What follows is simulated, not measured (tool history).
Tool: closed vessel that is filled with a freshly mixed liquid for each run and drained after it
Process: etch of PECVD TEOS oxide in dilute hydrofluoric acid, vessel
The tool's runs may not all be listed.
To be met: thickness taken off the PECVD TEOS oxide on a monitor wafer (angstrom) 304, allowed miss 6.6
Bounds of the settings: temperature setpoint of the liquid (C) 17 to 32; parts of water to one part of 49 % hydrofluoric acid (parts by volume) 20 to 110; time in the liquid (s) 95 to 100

run	hour	temperature setpoint of the liquid (C)	parts of water to one part of 49 % hydrofluoric acid (parts by volume)	time in the liquid (s)	thickness taken off the PECVD TEOS oxide on a monitor wafer (angstrom)
1	0	24	60	95	218
2	2.2	24	50	95	264.49
3	6.3	24	50	95	264.85
4	10.3	24	40	95	337.22
5	14.9	27	40	95	377.12
6	21.8	25.5	40	95	353.82
7	28.5	24.5	40	95	343.45
8	29.9	23.5	40	95	329.5

Which of these 5 next moves meets every target?
A	31.3	22	40	95	?
B	31.3	19.5	35	95	?
C	31.3	18	30	100	?
D	31.3	21	40	95	?
E	31.3	26.5	45	95	?

move	thickness taken off the PECVD TEOS oxide on a monitor wafer (angstrom)
A	307.19
B	317.55
C	367.53
D	294.47
E	326.66
A: meets every target
B: nearer than the last run, and not there yet
C: further off than the last run
D: takes the result that was furthest off past its target
E: nearer than the last run, and not there yet
The right move is A.
